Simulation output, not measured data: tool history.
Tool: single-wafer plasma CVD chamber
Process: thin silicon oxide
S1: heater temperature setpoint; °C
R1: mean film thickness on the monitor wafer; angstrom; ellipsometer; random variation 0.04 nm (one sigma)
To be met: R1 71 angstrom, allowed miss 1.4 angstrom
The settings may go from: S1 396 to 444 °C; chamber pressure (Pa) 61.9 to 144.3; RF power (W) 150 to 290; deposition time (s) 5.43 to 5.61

run 1 day=0 | S1=420 chamber_pressure_(Pa)=103.1 RF_power_(W)=220 deposition_time_(s)=5.43 | R1=84.168
run 2 day=0.088 | S1=420 chamber_pressure_(Pa)=103.1 RF_power_(W)=220 deposition_time_(s)=5.43 | R1=83.931
run 3 day=0.146 | S1=420 chamber_pressure_(Pa)=98.4 RF_power_(W)=220 deposition_time_(s)=5.43 | R1=80.861
run 4 day=0.196 | S1=426 chamber_pressure_(Pa)=98.4 RF_power_(W)=220 deposition_time_(s)=5.43 | R1=81.119
run 5 day=0.271 | S1=426 chamber_pressure_(Pa)=94.5 RF_power_(W)=220 deposition_time_(s)=5.43 | R1=76.504
run 6 day=0.429 | S1=426 chamber_pressure_(Pa)=111.2 RF_power_(W)=220 deposition_time_(s)=5.43 | R1=89.916
run 7 day=0.662 | S1=426 chamber_pressure_(Pa)=104.3 RF_power_(W)=220 deposition_time_(s)=5.43 | R1=84.836
run 8 day=0.825 | S1=426 chamber_pressure_(Pa)=99.2 RF_power_(W)=220 deposition_time_(s)=5.43 | R1=81.085
run 9 day=0.971 | S1=426 chamber_pressure_(Pa)=95.3 RF_power_(W)=220 deposition_time_(s)=5.43 | R1=77.723

4 next moves are on the table. One of them brings every result within its allowed miss. Which?
run A day=1.117 | S1=430 chamber_pressure_(Pa)=84.7 RF_power_(W)=240 deposition_time_(s)=5.43 | R1=?
run B day=1.117 | S1=429 chamber_pressure_(Pa)=90 RF_power_(W)=235 deposition_time_(s)=5.43 | R1=?
run C day=1.117 | S1=435 chamber_pressure_(Pa)=95.3 RF_power_(W)=200 deposition_time_(s)=5.61 | R1=?
run D day=1.117 | S1=438 chamber_pressure_(Pa)=78.5 RF_power_(W)=265 deposition_time_(s)=5.43 | R1=?

move=A R1=71.668
move=B R1=75.841
move=C R1=75.82
move=D R1=69.062
A: meets every target
B: nearer than the last run, and not there yet
C: nearer than the last run, and not there yet
D: takes the result that was furthest off past its target
Answer: A
